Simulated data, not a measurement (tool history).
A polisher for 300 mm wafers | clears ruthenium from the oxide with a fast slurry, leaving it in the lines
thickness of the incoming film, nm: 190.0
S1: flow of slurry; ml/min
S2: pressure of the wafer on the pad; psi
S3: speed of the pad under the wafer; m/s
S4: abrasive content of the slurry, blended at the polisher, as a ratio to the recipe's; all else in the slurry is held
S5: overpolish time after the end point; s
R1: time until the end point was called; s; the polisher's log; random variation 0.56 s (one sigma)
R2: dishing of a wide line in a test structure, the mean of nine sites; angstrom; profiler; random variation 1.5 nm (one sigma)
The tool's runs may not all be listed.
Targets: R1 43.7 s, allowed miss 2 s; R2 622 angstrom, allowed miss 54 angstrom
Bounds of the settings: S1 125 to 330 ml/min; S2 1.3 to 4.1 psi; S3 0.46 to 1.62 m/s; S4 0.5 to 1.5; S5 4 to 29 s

run 1 hour=0 | S1=210 S2=2.7 S3=1.04 S4=1 S5=15 | R1=52.003 R2=480.53
run 2 hour=5.2 | S1=210 S2=2.7 S3=0.8 S4=1 S5=15 | R1=60.589 R2=403.57
run 3 hour=5.9 | S1=210 S2=2.8 S3=0.8 S4=1 S5=15 | R1=60.438 R2=418.97
run 4 hour=7.7 | S1=210 S2=3 S3=0.8 S4=1 S5=15 | R1=56.716 R2=439.88
run 5 hour=13 | S1=210 S2=3 S3=0.8 S4=1 S5=18 | R1=57.261 R2=500.05
run 6 hour=14.5 | S1=210 S2=3 S3=0.54 S4=1 S5=18 | R1=71.173 R2=428.91
run 7 hour=20.5 | S1=210 S2=3.2 S3=0.56 S4=1 S5=18 | R1=66.901 R2=458.4
run 8 hour=26.8 | S1=210 S2=3.4 S3=0.6 S4=1 S5=18 | R1=62.775 R2=480.03
run 9 hour=30.9 | S1=210 S2=3.5 S3=0.64 S4=1 S5=18 | R1=59.846 R2=516.71
run 10 hour=33 | S1=210 S2=3.6 S3=0.68 S4=1 S5=18 | R1=55.778 R2=511.93

5 next moves are on the table. One of them brings every result within its allowed miss. Which?
run A hour=35.1 | S1=225 S2=3.5 S3=1.22 S4=1.05 S5=15 | R1=? R2=?
run B hour=35.1 | S1=275 S2=3.7 S3=1.04 S4=0.95 S5=13 | R1=? R2=?
run C hour=35.1 | S1=235 S2=4 S3=0.92 S4=0.95 S5=17 | R1=? R2=?
run D hour=35.1 | S1=190 S2=3.6 S3=0.58 S4=0.95 S5=15 | R1=? R2=?
run E hour=35.1 | S1=200 S2=3.7 S3=0.78 S4=1.15 S5=23 | R1=? R2=?

move=A R1=39.154 R2=598.84
move=B R1=43.035 R2=486.5
move=C R1=44.539 R2=596.93
move=D R1=63.05 R2=392.41
move=E R1=48.563 R2=716.3
A: takes the result that was furthest off past its target
B: brings the result that was furthest off to its target, and leaves another outside
C: meets every target
D: further off than the last run
E: nearer than the last run, and not there yet
The right move is C.
